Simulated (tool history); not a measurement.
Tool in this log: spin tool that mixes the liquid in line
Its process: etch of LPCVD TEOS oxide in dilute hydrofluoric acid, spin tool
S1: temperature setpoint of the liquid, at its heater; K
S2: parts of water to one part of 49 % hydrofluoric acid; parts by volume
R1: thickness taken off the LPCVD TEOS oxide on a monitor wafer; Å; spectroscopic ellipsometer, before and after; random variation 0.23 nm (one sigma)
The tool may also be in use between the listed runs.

{"run": 1, "hour": 0.0, "S1": 298.15, "S2": 55, "time under the liquid (s)": 55, "R1": 290.48}
{"run": 2, "hour": 0.9, "S1": 299.65, "S2": 50, "time under the liquid (s)": 55, "R1": 341.79}
{"run": 3, "hour": 9.1, "S1": 299.65, "S2": 50, "time under the liquid (s)": 55, "R1": 342.53}
{"run": 4, "hour": 17.2, "S1": 299.65, "S2": 60, "time under the liquid (s)": 55, "R1": 282.57}
{"run": 5, "hour": 18.3, "S1": 301.15, "S2": 60, "time under the liquid (s)": 55, "R1": 301.07}
{"run": 6, "hour": 19.9, "S1": 301.15, "S2": 45, "time under the liquid (s)": 55, "R1": 408.38}
{"run": 7, "hour": 26.8, "S1": 302.15, "S2": 40, "time under the liquid (s)": 55, "R1": 481.01}
{"run": 8, "hour": 30.4, "S1": 303.15, "S2": 40, "time under the liquid (s)": 55, "R1": 498.37}
{"run": 9, "hour": 36.2, "S1": 303.65, "S2": 40, "time under the liquid (s)": 55, "R1": 509.69}

Run 10, settings as shown, results not yet in. Your forecast:
{"run": 10, "hour": 41.7, "S1": 304.15, "S2": 40, "time under the liquid (s)": 55, "R1": "?"}

{"run 10": {"R1": 522.07}}
